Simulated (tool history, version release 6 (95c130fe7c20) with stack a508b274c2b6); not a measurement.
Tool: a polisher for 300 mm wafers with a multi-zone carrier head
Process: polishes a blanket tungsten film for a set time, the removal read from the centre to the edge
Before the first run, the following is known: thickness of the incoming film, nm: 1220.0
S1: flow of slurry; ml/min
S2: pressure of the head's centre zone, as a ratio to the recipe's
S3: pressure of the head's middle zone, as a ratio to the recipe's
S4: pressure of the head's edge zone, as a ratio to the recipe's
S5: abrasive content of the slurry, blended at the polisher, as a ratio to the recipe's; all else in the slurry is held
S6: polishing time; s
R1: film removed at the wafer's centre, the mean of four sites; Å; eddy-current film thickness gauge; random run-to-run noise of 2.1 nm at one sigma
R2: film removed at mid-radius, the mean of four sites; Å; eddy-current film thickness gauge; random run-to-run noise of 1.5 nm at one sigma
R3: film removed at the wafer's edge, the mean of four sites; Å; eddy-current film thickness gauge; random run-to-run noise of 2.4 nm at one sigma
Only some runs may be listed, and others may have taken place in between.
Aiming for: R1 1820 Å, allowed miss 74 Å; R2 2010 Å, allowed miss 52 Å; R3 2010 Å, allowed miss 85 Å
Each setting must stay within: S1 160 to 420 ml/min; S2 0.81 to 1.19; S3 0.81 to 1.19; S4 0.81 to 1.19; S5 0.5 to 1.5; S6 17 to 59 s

run	hour	S1	S2	S3	S4	S5	S6	R1	R2	R3
1	0	270	1	1	1	1	38	1605.8	1576.3	1629.8
2	3.8	275	1	1.03	1.03	1.1	38	1610.4	1671.7	1694.5
3	4.5	275	1	0.95	1.03	1.1	38	1647.4	1552.4	1682.9
4	11.3	275	0.92	0.95	1.03	1.1	38	1492.9	1568.1	1692
5	14.1	275	0.97	0.95	1.03	1.1	38	1581.6	1569	1692.1
6	14.9	275	0.97	0.95	1.07	1.1	38	1598.4	1554.1	1713.5
7	20.8	280	0.98	0.98	1.09	1.2	38	1604.5	1629.6	1786.4
# hour 26.2: slurry nozzle cleaned
8	26.2	290	1	1.01	1.09	1.25	38	1738.8	1756.2	1785.2

Pick the move, out of 5, that brings all results within their allowed miss; only one does.
A	31.6	325	0.93	1.05	1.07	1.3	41	?	?	?
B	31.6	275	0.97	0.81	1.11	0.75	45	?	?	?
C	31.6	305	1.11	1.08	0.98	1.4	33	?	?	?
D	31.6	160	0.97	0.87	1.19	0.65	50	?	?	?
E	31.6	280	0.96	0.96	1.14	1.2	43	?	?	?

move	R1	R2	R3
A	1769.5	1981.6	1983.6
B	1758.6	1557.1	1928
C	1722	1648.5	1578.3
D	1769	1662.2	2024.2
E	1852.8	1879.1	2061.9
A: meets every target
B: misses by more than the last run did
C: misses by more than the last run did
D: misses by more than the last run did
E: closes in on the targets versus the last run, not all within tolerance yet
Go with A: it meets all targets.
